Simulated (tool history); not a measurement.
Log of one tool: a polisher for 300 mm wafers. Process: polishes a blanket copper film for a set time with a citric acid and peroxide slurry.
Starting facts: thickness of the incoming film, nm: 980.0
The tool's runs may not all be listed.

| run | hour | flow of slurry (ml/min) | pressure of the wafer on the pad (psi) | speed of the pad under the wafer (m/s) | abrasive content of the slurry | polishing time (s) | film removed (nm) |
|---|---|---|---|---|---|---|---|
| 1 | 0 | 320 | 2.4 | 0.76 | 1 | 29 | 34.331 |
| 2 | 1.3 | 360 | 2.4 | 0.76 | 1 | 29 | 35.836 |
| 3 | 9.6 | 360 | 1.9 | 0.76 | 1 | 29 | 29.018 |
| 4 | 15.4 | 410 | 1.9 | 0.76 | 1 | 29 | 29.866 |
| 5 | 20.1 | 470 | 1.9 | 0.76 | 1 | 29 | 30.356 |
|  | 26.9 | slurry nozzle cleaned |
| 6 | 26.9 | 470 | 1.7 | 0.76 | 1 | 29 | 29.042 |
| 7 | 29.1 | 470 | 1.8 | 0.76 | 1 | 29 | 29.621 |

For run 8, what comes out?
| 8 | 32.1 | 470 | 1.9 | 0.76 | 1 | 29 | ? |

Logged for run 8: film removed (nm) 30.98.

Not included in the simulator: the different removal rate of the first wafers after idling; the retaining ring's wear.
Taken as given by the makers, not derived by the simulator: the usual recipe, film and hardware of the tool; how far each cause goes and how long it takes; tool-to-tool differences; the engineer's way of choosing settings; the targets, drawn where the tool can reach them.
